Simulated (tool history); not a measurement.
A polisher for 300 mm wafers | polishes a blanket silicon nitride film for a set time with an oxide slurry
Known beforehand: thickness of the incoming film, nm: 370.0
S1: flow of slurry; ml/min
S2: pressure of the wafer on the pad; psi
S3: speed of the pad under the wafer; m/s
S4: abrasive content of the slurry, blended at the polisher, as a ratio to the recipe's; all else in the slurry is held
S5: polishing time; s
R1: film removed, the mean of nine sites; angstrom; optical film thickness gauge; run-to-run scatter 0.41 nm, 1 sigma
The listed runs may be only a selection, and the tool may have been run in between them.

{"run": 1, "hour": 0.0, "S1": 135, "S2": 4.8, "S3": 1.16, "S4": 1.0, "S5": 101, "R1": 787.16}
{"run": 2, "hour": 8.2, "S1": 130, "S2": 4.4, "S3": 1.16, "S4": 1.0, "S5": 101, "R1": 717.44}
{"run": 3, "hour": 15.7, "S1": 115, "S2": 4.4, "S3": 1.16, "S4": 1.0, "S5": 101, "R1": 707.06}
{"run": 4, "hour": 17.1, "S1": 115, "S2": 4.4, "S3": 1.16, "S4": 0.85, "S5": 101, "R1": 648.54}
{"run": 5, "hour": 24.7, "S1": 115, "S2": 5.2, "S3": 1.16, "S4": 0.85, "S5": 101, "R1": 782.89}
{"run": 6, "hour": 29.9, "S1": 115, "S2": 4.9, "S3": 1.16, "S4": 0.85, "S5": 101, "R1": 724.44}
{"run": 7, "hour": 32.1, "S1": 115, "S2": 4.6, "S3": 1.16, "S4": 0.85, "S5": 101, "R1": 683.58}
{"run": 8, "hour": 37.9, "S1": 115, "S2": 4.3, "S3": 1.16, "S4": 0.85, "S5": 101, "R1": 638.48}
{"run": 9, "hour": 45.5, "S1": 115, "S2": 4.1, "S3": 1.16, "S4": 0.85, "S5": 101, "R1": 611.79}
{"run": 10, "hour": 48.1, "S1": 115, "S2": 3.9, "S3": 1.16, "S4": 0.85, "S5": 101, "R1": 585.64}
{"run": 11, "hour": 50.9, "S1": 115, "S2": 3.8, "S3": 1.16, "S4": 0.85, "S5": 101, "R1": 562.79}
{"run": 12, "hour": 57.7, "S1": 115, "S2": 3.7, "S3": 1.16, "S4": 0.85, "S5": 101, "R1": 554.91}

The next listed run, before its measurement:
{"run": 13, "hour": 60.1, "S1": 115, "S2": 3.6, "S3": 1.16, "S4": 0.85, "S5": 101, "R1": "?"}

{"run 13": {"R1": 541.35}}

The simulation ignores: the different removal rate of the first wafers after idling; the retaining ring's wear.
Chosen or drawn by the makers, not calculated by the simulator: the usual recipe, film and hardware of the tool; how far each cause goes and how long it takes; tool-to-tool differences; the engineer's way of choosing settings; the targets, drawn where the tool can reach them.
